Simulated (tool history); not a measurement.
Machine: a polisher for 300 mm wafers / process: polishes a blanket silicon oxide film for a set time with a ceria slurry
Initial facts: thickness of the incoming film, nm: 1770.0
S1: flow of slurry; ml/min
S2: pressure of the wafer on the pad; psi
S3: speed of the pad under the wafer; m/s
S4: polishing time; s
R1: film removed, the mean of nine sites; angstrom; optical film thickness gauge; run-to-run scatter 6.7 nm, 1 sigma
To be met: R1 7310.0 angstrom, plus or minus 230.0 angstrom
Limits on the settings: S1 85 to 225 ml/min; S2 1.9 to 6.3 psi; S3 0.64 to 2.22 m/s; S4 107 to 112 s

{"run": 1, "day": 0.0, "S1": 145, "S2": 4.1, "S3": 1.42, "S4": 107, "R1": 9325.7}
{"run": 2, "day": 0.317, "S1": 140, "S2": 4.0, "S3": 1.42, "S4": 107, "R1": 9070.2}
{"run": 3, "day": 0.388, "S1": 140, "S2": 3.9, "S3": 1.42, "S4": 107, "R1": 9067.4}
{"run": 4, "day": 0.617, "S1": 140, "S2": 3.9, "S3": 1.42, "S4": 107, "R1": 9045.7}
{"run": 5, "day": 0.812, "S1": 140, "S2": 3.8, "S3": 1.42, "S4": 107, "R1": 8601.0}
{"run": 6, "day": 1.133, "S1": 140, "S2": 4.2, "S3": 1.42, "S4": 107, "R1": 9660.7}
{"run": 7, "day": 1.379, "S1": 140, "S2": 4.1, "S3": 1.42, "S4": 107, "R1": 9313.3}
{"run": 8, "day": 1.529, "S1": 140, "S2": 4.0, "S3": 1.42, "S4": 107, "R1": 9075.1}
{"run": 9, "day": 1.75, "S1": 120, "S2": 3.1, "S3": 1.4, "S4": 107, "R1": 7041.3}
{"day": 2.117, "done": "head pressure recalibrated"}
{"run": 10, "day": 2.117, "S1": 130, "S2": 3.2, "S3": 1.4, "S4": 107, "R1": 6666.0}
{"run": 11, "day": 2.458, "S1": 125, "S2": 3.2, "S3": 1.4, "S4": 107, "R1": 6769.9}

Which single option among these 5 for the next run brings every result within its allowed miss of target? Just one does.
{"run": "A", "day": 2.8, "S1": 125, "S2": 2.7, "S3": 1.44, "S4": 107, "R1": "?"}
{"run": "B", "day": 2.8, "S1": 125, "S2": 3.3, "S3": 1.52, "S4": 111, "R1": "?"}
{"run": "C", "day": 2.8, "S1": 90, "S2": 3.9, "S3": 1.08, "S4": 112, "R1": "?"}
{"run": "D", "day": 2.8, "S1": 150, "S2": 3.3, "S3": 1.46, "S4": 107, "R1": "?"}
{"run": "E", "day": 2.8, "S1": 95, "S2": 4.3, "S3": 1.02, "S4": 107, "R1": "?"}

move=A R1=5984.6
move=B R1=7792.0
move=C R1=6278.6
move=D R1=7388.3
move=E R1=6246.3
A: further off than the last run
B: moves the result that the last run missed by most past its target, out the other side
C: further off than the last run
D: meets every target
E: further off than the last run
D is the move that brings every result within its allowed miss.
